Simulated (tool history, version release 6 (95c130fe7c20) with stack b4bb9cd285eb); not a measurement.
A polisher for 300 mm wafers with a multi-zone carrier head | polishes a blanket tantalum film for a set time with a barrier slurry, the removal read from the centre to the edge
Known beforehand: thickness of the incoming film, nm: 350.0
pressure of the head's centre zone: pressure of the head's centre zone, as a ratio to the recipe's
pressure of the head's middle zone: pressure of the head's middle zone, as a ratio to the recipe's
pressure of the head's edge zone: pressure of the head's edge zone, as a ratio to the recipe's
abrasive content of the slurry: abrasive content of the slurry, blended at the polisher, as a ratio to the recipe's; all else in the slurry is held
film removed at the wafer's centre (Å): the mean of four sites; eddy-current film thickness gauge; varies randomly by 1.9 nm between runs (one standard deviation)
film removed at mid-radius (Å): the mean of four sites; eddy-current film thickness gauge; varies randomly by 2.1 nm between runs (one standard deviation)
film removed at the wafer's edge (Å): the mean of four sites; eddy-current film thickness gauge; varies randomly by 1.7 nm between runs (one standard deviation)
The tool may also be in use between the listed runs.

run    day  flow of slurry (ml/min)  pressure of the head's centre zone  pressure of the head's middle zone  pressure of the head's edge zone  abrasive content of the slurry  polishing time (s)  film removed at the wafer's centre (Å)  film removed at mid-radius (Å)  film removed at the wafer's edge (Å)
  1  0.000                      265                                1.00                                1.00                              1.00                            1.00                  83                                  1319.7                          1282.0                                1298.4
  2  0.058                      265                                1.00                                1.00                              0.95                            1.00                  83                                  1304.9                          1320.0                                1273.9
  3  0.200                      265                                1.00                                1.08                              0.95                            1.00                  83                                  1320.7                          1371.0                                1274.8
  4  0.433                      265                                1.00                                1.08                              0.92                            1.00                  83                                  1308.9                          1389.6                                1258.5
  5  0.638                      265                                1.07                                1.08                              0.92                            1.00                  83                                  1419.1                          1361.2                                1258.8
  6  0.867                      265                                1.07                                1.06                              0.96                            1.10                  85                                  1520.1                          1450.1                                1353.9
  7  0.962                      265                                1.07                                1.02                              1.00                            1.15                  87                                  1562.8                          1478.3                                1431.9
  8  1.217                      265                                1.07                                0.98                              1.03                            1.20                  89                                  1596.8                          1468.5                                1512.2

Predict the results of run 9:
  9  1.412                      270                                1.08                                0.96                              1.06                            1.25                  90                                       ?                               ?                                     ?

Logged for run 9: film removed at the wafer's centre (Å) 1639.8, film removed at mid-radius (Å) 1469.2, film removed at the wafer's edge (Å) 1556.9.

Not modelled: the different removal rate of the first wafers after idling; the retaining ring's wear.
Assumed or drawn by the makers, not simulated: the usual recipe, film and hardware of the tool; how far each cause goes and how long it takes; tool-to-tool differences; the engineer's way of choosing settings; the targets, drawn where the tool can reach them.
